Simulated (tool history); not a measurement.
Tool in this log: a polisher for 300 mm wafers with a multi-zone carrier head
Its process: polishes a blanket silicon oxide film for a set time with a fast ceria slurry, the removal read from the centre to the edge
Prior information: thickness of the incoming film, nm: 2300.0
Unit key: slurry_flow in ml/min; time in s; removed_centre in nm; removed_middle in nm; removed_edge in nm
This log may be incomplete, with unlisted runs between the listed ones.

run 1 hour=0.0 | slurry_flow=275 centre_zone=1.00 middle_zone=1.00 edge_zone=1.00 time=73 | removed_centre=770.82 removed_middle=764.23 removed_edge=787.41
run 2 hour=8.8 | slurry_flow=275 centre_zone=1.00 middle_zone=1.00 edge_zone=1.07 time=73 | removed_centre=773.49 removed_middle=779.07 removed_edge=801.61
run 3 hour=13.5 | slurry_flow=245 centre_zone=1.00 middle_zone=1.00 edge_zone=1.07 time=73 | removed_centre=760.72 removed_middle=773.09 removed_edge=791.85
run 4 hour=21.5 | slurry_flow=270 centre_zone=1.00 middle_zone=1.02 edge_zone=1.10 time=75 | removed_centre=792.84 removed_middle=806.43 removed_edge=850.54
run 5 hour=29.8 | slurry_flow=270 centre_zone=0.97 middle_zone=1.02 edge_zone=1.10 time=75 | removed_centre=767.68 removed_middle=809.51 removed_edge=843.31
run 6 hour=38.5 | slurry_flow=270 centre_zone=1.03 middle_zone=1.02 edge_zone=1.10 time=75 | removed_centre=816.84 removed_middle=804.38 removed_edge=837.80

Run 7 is up next; what results do you expect?
run 7 hour=41.5 | slurry_flow=275 centre_zone=1.03 middle_zone=1.06 edge_zone=1.11 time=77 | removed_centre=? removed_middle=? removed_edge=?

removed_centre: 836.53 nm
removed_middle: 868.48 nm
removed_edge: 864.58 nm

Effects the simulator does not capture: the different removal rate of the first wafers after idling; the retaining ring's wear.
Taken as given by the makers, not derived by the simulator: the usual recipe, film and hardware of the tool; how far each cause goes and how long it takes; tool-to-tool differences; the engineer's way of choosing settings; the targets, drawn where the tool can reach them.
